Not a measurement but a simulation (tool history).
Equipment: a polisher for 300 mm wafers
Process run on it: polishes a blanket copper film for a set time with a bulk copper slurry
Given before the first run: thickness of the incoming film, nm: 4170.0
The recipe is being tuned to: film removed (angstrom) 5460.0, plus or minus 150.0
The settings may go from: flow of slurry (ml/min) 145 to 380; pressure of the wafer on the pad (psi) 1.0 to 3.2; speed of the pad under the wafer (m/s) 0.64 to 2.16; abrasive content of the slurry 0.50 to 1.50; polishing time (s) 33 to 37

run  hour  flow of slurry (ml/min)  pressure of the wafer on the pad (psi)  speed of the pad under the wafer (m/s)  abrasive content of the slurry  polishing time (s)  film removed (angstrom)
  1   0.0                      245                                     2.1                                    1.40                            1.00                  37                   3485.2
  2   2.5                      245                                     2.1                                    1.20                            1.00                  37                   3014.3
  3   7.1                      305                                     2.1                                    1.20                            1.00                  37                   3045.7
  4  12.2                      305                                     2.1                                    1.50                            1.00                  37                   3809.2
  5  20.8                      305                                     2.2                                    1.50                            1.00                  37                   4018.5
  6  21.7                      305                                     2.2                                    1.50                            1.15                  37                   4092.4
  7  22.8                      305                                     2.3                                    1.50                            1.15                  37                   4358.0
  8  25.8                      305                                     2.4                                    1.50                            1.15                  37                   4493.7

Pick the move, out of 5, that brings all results within their allowed miss; only one does.
  A  28.8                      240                                     2.6                                    1.80                            1.35                  36                        ?
  B  28.8                      375                                     2.7                                    1.44                            1.40                  36                        ?
  C  28.8                      305                                     2.5                                    1.60                            1.25                  37                        ?
  D  28.8                      315                                     2.8                                    1.56                            1.15                  37                        ?
  E  28.8                      255                                     2.8                                    1.50                            1.20                  37                        ?

move  film removed (angstrom)
   A                   5654.4
   B                   4947.4
   C                   5011.0
   D                   5375.6
   E                   5133.1
A: takes the result that was furthest off past its target
B: better than the last run, though not everything is in spec
C: better than the last run, though not everything is in spec
D: every result lands within tolerance
E: better than the last run, though not everything is in spec
D meets every target.

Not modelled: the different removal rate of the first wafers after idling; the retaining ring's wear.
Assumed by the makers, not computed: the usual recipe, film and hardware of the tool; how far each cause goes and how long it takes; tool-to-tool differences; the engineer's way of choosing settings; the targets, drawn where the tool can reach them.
